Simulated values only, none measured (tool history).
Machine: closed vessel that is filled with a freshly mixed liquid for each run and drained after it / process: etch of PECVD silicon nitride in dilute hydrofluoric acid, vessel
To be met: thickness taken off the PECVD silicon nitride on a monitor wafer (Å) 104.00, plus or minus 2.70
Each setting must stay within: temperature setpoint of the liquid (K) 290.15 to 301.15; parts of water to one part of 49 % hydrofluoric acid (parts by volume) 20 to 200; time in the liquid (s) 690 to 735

| run | day | temperature setpoint of the liquid (K) | parts of water to one part of 49 % hydrofluoric acid (parts by volume) | time in the liquid (s) | thickness taken off the PECVD silicon nitride on a monitor wafer (Å) |
|---|---|---|---|---|---|
| 1 | 0.000 | 293.15 | 110 | 690 | 176.96 |
| 2 | 0.050 | 292.65 | 115 | 690 | 164.86 |
| 3 | 0.308 | 296.15 | 115 | 690 | 208.41 |
| 4 | 0.542 | 296.15 | 145 | 690 | 165.50 |
| 5 | 0.875 | 295.15 | 145 | 690 | 154.07 |
| 6 | 1.162 | 295.15 | 170 | 690 | 133.39 |
| 7 | 1.338 | 294.65 | 170 | 690 | 129.03 |
| 8 | 1.533 | 294.15 | 170 | 690 | 125.27 |
| 9 | 1.558 | 293.65 | 170 | 690 | 120.27 |
| 10 | 1.692 | 293.65 | 170 | 690 | 121.63 |
| 11 | 1.762 | 293.15 | 170 | 690 | 115.39 |
| 12 | 2.079 | 292.65 | 170 | 690 | 113.20 |

Exactly one of the 4 candidate moves below puts every result within its allowed miss. Which one?
| A | 2.396 | 291.65 | 185 | 730 | ? |
| B | 2.396 | 292.65 | 150 | 715 | ? |
| C | 2.396 | 292.15 | 165 | 725 | ? |
| D | 2.396 | 290.65 | 145 | 715 | ? |

| move | thickness taken off the PECVD silicon nitride on a monitor wafer (Å) |
|---|---|
| A | 103.14 |
| B | 132.36 |
| C | 118.32 |
| D | 119.45 |
A: all results in spec
B: misses by more than the last run did
C: misses by more than the last run did
D: misses by more than the last run did
The right move is A.
